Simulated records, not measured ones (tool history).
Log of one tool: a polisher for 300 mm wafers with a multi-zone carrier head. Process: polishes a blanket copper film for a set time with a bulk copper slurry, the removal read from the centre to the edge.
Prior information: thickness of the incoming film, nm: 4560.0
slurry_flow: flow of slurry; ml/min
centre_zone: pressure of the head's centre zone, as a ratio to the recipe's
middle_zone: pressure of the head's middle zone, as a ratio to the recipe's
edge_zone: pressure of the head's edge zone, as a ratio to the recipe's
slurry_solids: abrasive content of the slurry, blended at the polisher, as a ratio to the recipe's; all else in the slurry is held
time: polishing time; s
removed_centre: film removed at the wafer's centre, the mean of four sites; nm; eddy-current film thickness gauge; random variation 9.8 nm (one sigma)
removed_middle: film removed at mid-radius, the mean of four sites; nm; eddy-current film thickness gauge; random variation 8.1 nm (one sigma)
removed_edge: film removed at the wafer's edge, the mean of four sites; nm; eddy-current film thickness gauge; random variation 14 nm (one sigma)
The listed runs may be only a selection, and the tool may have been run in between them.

| run | hour | slurry_flow | centre_zone | middle_zone | edge_zone | slurry_solids | time | removed_centre | removed_middle | removed_edge |
|---|---|---|---|---|---|---|---|---|---|---|
| 1 | 0 | 260 | 1 | 1 | 1 | 1 | 64 | 951.33 | 937.19 | 940.69 |
| 2 | 9 | 235 | 1 | 1 | 1 | 1 | 64 | 948.13 | 903.63 | 931.34 |
| 3 | 14.8 | 235 | 1 | 1 | 1 | 1 | 54 | 805.53 | 775.67 | 791.53 |
| 4 | 20.3 | 235 | 1 | 1 | 1.06 | 1 | 54 | 804.55 | 778.4 | 805.3 |
| 5 | 26.7 | 255 | 1 | 1.04 | 1.09 | 1.15 | 57 | 880.44 | 867.11 | 891.52 |
| 6 | 35.2 | 255 | 1 | 1.04 | 1.09 | 0.95 | 57 | 834.91 | 827.5 | 860.28 |

Forecast run 7:
| 7 | 42.2 | 280 | 1 | 1.09 | 1.1 | 1.15 | 59 | ? | ? | ? |

For run 7 the tool returned removed_centre 918.55 nm, removed_middle 917.45 nm, removed_edge 960.24 nm.

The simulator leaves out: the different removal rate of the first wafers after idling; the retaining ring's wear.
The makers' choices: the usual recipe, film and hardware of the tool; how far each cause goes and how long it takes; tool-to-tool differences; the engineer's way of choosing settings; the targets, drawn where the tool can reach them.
